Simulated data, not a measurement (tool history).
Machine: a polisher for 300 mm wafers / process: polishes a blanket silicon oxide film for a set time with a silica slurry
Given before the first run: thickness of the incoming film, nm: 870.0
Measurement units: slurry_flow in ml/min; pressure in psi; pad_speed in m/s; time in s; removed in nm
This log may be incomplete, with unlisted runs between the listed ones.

run  hour  slurry_flow  pressure  pad_speed  slurry_solids  time  removed
  1   0.0          140       2.7       1.04           1.00    58   135.87
  2   7.9          110       2.7       1.04           1.00    58   127.88
  3   9.7          110       2.7       1.22           1.00    58   143.78
  4  13.2          110       2.7       0.98           1.00    58   122.79
  5  16.9          125       2.8       0.98           1.00    58   128.50
  6  23.0          125       2.8       0.98           0.85    58   118.97
  7  28.6          165       3.5       1.00           0.85    58   148.73
  8  35.2          170       3.6       1.02           0.85    58   155.60

The next listed run, before its measurement:
  9  36.1          170       3.7       1.04           0.85    58        ?

Run 9 measured removed 159.67 nm.
